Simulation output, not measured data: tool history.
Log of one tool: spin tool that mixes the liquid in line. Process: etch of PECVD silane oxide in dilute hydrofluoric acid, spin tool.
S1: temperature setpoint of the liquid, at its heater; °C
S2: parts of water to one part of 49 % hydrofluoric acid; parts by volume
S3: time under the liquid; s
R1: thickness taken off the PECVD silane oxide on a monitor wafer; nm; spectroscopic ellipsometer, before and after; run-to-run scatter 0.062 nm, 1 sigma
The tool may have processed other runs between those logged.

run  hour    S1   S2  S3      R1
  1   0.0  21.0  230  30  3.9946
  2   3.7  19.0  230  30  3.6913
  3   6.5  20.5  220  30  4.1326
  4   9.0  20.5  270  30  3.2237
  5  16.7  22.0  255  30  3.6260
  6  24.4  23.0  240  30  4.0390

Estimate the outcome of run 7 from the log above:
  7  27.9  24.0  230  30   ?

Run 7 measured R1 4.3690 nm.
